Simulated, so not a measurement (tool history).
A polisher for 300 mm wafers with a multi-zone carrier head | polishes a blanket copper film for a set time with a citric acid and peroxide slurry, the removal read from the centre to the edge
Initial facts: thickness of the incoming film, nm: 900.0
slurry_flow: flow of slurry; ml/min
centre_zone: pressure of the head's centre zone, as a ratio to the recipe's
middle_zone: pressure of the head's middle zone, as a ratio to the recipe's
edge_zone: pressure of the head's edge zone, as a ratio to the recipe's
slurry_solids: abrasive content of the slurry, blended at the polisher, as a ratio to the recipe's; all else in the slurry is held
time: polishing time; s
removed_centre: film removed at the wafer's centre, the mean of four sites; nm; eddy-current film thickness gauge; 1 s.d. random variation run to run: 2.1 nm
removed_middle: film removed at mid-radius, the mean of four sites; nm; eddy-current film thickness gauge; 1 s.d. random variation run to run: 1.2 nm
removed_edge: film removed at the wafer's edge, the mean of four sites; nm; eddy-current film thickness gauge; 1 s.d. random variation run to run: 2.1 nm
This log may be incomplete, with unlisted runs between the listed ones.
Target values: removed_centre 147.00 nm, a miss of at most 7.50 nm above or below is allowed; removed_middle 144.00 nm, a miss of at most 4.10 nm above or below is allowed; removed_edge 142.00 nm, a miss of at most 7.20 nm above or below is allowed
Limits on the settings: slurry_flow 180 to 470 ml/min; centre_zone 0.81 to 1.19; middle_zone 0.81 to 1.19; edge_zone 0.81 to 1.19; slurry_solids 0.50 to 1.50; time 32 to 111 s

run	hour	slurry_flow	centre_zone	middle_zone	edge_zone	slurry_solids	time	removed_centre	removed_middle	removed_edge
1	0.0	300	1.00	1.00	1.00	1.00	71	121.70	120.55	119.16
2	5.7	300	0.96	1.00	1.00	1.00	71	118.74	122.76	120.49
3	12.2	300	0.96	1.06	1.00	1.00	71	115.88	126.23	116.48
4	18.4	305	0.98	1.05	1.02	1.15	72	126.36	132.01	126.63
5	25.8	315	1.00	1.06	1.04	1.20	72	125.99	133.91	124.58
6	34.4	315	1.00	1.11	1.04	1.20	72	132.39	140.42	130.34
7	42.4	310	1.03	1.11	1.07	1.25	72	135.03	140.85	131.32
8	47.9	305	1.05	1.10	1.10	1.30	72	132.87	139.72	130.47
9	49.5	350	1.08	1.01	1.10	1.45	78	156.68	146.99	149.17

4 next moves are on the table. One of them brings every result within its allowed miss. Which?
A	51.1	385	1.10	0.84	1.13	1.50	80	?	?	?
B	51.1	340	1.03	1.09	1.08	1.45	67	?	?	?
C	51.1	300	1.12	1.09	1.19	1.50	72	?	?	?
D	51.1	360	0.98	1.09	1.19	1.25	81	?	?	?

move	removed_centre	removed_middle	removed_edge
A	159.56	130.06	158.98
B	124.10	132.86	128.24
C	142.45	141.92	143.26
D	140.26	156.65	157.38
A: lands further from the targets than the last run did
B: moves the result that the last run missed by most past its target, out the other side
C: all results in spec
D: the furthest-off result lands on target, but another misses its tolerance
Go with C: it meets all targets.
